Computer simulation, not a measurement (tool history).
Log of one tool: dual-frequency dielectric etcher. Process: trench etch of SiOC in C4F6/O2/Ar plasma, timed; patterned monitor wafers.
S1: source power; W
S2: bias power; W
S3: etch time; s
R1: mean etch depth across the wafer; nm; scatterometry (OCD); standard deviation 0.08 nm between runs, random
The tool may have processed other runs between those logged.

| run | hour | S1 | S2 | S3 | R1 |
|---|---|---|---|---|---|
| 1 | 0 | 410 | 222 | 12 | 26.667 |
| 2 | 6.5 | 360 | 222 | 12 | 26.107 |
| 3 | 11.9 | 360 | 254 | 12 | 27.135 |
| 4 | 18.5 | 320 | 254 | 12 | 26.458 |
| 5 | 21.5 | 320 | 226 | 12 | 25.546 |
| 6 | 27.2 | 390 | 226 | 12 | 26.507 |
| 7 | 31.1 | 420 | 237 | 12 | 27.359 |
| 8 | 34.1 | 440 | 245 | 12 | 27.987 |
| 9 | 36 | 460 | 250 | 12 | 28.428 |
| 10 | 42.1 | 470 | 254 | 12 | 28.898 |

Run 11 is up next; what results do you expect?
| 11 | 48.8 | 480 | 256 | 12 | ? |

{"run 11": {"R1": 29.095}}
